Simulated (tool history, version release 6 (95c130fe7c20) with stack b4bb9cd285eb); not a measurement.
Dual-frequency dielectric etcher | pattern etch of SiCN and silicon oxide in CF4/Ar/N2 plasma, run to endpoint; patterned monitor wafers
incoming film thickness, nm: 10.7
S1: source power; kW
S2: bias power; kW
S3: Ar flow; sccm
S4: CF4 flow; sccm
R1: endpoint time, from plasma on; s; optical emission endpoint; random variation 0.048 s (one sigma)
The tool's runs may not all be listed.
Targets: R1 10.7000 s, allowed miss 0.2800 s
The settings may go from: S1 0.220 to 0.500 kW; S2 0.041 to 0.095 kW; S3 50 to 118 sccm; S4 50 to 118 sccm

run  hour     S1     S2  S3  S4       R1
  1   0.0  0.360  0.068  84  84  13.1140
  2   3.9  0.360  0.068  74  84  13.0320
  3  10.0  0.390  0.069  74  84  12.2190
  4  10.7  0.330  0.069  74  84  14.0280
  5  15.0  0.330  0.069  66  84  13.9630
  6  23.8  0.370  0.070  66  84  12.5090
  7  30.4  0.390  0.071  66  84  11.9540
  8  36.1  0.410  0.071  66  84  11.4350
  9  44.8  0.420  0.071  66  84  11.1760
 10  53.5  0.430  0.071  66  84  11.0310

4 next moves are on the table. One of them brings every result within its allowed miss. Which?
  A  62.2  0.460  0.077  73  80   ?
  B  62.2  0.470  0.076  77  83   ?
  C  62.2  0.440  0.086  75  93   ?
  D  62.2  0.410  0.085  69  88   ?

move       R1
   A  10.2370
   B  10.0950
   C   9.9826
   D  10.6510
A: takes the result that was furthest off past its target
B: takes the result that was furthest off past its target
C: takes the result that was furthest off past its target
D: meets every target
The right move is D.
